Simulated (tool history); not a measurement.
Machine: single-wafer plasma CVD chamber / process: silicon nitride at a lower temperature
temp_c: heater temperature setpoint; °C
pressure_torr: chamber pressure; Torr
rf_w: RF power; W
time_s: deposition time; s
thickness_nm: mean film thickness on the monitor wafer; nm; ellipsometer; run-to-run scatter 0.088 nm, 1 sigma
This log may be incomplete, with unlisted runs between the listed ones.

run  hour  temp_c  pressure_torr  rf_w  time_s  thickness_nm
  1   0.0     375           1.78   375    28.6        40.627
  2   1.8     375           1.65   365    28.6        39.143
  3   4.6     375           1.55   355    28.6        37.994
  4   7.9     375           1.55   335    28.6        36.518
  5  14.8     375           1.55   335    28.6        36.612
  6  22.3     375           1.47   335    28.6        35.963
  7  26.2     375           1.40   335    28.6        35.236
  8  27.1     375           1.36   335    28.6        35.116

Predict the results of run 9:
  9  28.8     375           1.32   335    28.6             ?

thickness_nm: 34.906 nm
